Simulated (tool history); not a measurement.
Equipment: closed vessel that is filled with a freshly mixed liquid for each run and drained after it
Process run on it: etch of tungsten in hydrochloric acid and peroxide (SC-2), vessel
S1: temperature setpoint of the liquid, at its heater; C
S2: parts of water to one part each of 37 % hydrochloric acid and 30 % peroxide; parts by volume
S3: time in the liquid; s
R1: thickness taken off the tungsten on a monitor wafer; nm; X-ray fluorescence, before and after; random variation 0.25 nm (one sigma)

run	hour	S1	S2	S3	R1
1	0.0	52.0	9.0	95	31.563
2	6.8	52.0	7.0	95	38.765
3	12.2	52.0	4.5	95	53.360
4	13.4	52.0	4.0	95	58.413
5	18.5	48.5	4.0	95	45.920
6	23.1	48.5	4.0	95	45.704
7	28.8	46.0	4.0	95	38.956

Expected results for the next run?
8	35.4	44.5	4.0	95	?

R1: 34.558 nm
